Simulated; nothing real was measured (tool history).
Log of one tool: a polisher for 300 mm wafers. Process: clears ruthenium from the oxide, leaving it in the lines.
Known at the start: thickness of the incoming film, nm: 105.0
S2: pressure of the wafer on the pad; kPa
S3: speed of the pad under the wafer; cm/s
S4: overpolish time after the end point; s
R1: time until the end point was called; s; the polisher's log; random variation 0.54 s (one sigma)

run 1 day=0 | flow_of_slurry_(ml/min)=275 S2=18.6 S3=82 S4=12 | R1=88.732
run 2 day=0.308 | flow_of_slurry_(ml/min)=275 S2=18.6 S3=82 S4=12 | R1=88.665
run 3 day=0.467 | flow_of_slurry_(ml/min)=275 S2=18.6 S3=82 S4=12 | R1=86.546
run 4 day=0.792 | flow_of_slurry_(ml/min)=275 S2=22.1 S3=82 S4=12 | R1=74.892
run 5 day=1.046 | flow_of_slurry_(ml/min)=275 S2=24.1 S3=88 S4=12 | R1=63.401
run 6 day=1.362 | flow_of_slurry_(ml/min)=275 S2=25.5 S3=92 S4=12 | R1=57.272
run 7 day=1.717 | flow_of_slurry_(ml/min)=275 S2=26.2 S3=96 S4=12 | R1=53.6
run 8 day=1.962 | flow_of_slurry_(ml/min)=275 S2=26.9 S3=98 S4=12 | R1=51.805

The next listed run, before its measurement:
run 9 day=2.292 | flow_of_slurry_(ml/min)=275 S2=27.6 S3=102 S4=12 | R1=?

{"run 9": {"R1": 48.779}}

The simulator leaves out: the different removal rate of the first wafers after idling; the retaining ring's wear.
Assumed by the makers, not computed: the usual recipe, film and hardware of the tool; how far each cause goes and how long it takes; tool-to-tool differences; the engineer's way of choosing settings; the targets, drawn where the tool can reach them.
